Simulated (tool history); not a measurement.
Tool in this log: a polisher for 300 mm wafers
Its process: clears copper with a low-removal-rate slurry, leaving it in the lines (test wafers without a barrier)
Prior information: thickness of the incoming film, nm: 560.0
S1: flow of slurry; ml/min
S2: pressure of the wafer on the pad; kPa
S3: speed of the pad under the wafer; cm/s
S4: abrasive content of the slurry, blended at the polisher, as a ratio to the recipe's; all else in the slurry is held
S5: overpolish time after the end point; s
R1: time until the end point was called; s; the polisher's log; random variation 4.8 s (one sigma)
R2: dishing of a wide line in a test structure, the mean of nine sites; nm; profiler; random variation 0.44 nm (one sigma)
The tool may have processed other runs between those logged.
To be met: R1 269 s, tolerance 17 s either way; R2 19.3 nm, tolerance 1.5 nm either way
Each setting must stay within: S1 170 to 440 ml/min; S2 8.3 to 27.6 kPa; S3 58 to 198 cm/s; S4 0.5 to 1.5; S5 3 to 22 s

run	hour	S1	S2	S3	S4	S5	R1	R2
1	0	280	17.9	128	1	11	206.61	21.882
2	2	280	17.9	128	1.1	11	200.53	21.289
3	9.5	280	17.9	128	1.1	7	195.23	15.666
4	12.7	280	17.2	128	1.1	8	210.09	16.124
5	14.1	280	17.2	128	1.1	9	210.95	17.86
6	15.8	280	16.5	128	1.1	9	209.39	18.001
7	22.3	280	15.9	128	1.1	9	220.67	16.405
8	25.2	270	14.5	124	1.05	11	244.03	17.845
# hour 32.2: slurry nozzle cleaned
9	32.2	270	13.8	122	1.05	12	245.63	19.151

Exactly one of the 4 candidate moves below puts every result within its allowed miss. Which one?
A	39.2	230	17.2	124	1.1	11	?	?
B	39.2	300	17.2	132	1.1	9	?	?
C	39.2	230	15.2	112	0.9	13	?	?
D	39.2	240	13.8	150	1.1	10	?	?

move	R1	R2
A	218.29	20.921
B	200.96	19.053
C	272.77	19.971
D	210.36	19.89
A: lands further from the targets than the last run did
B: lands further from the targets than the last run did
C: all results land within tolerance of their targets
D: lands further from the targets than the last run did
The move that meets every target is C.
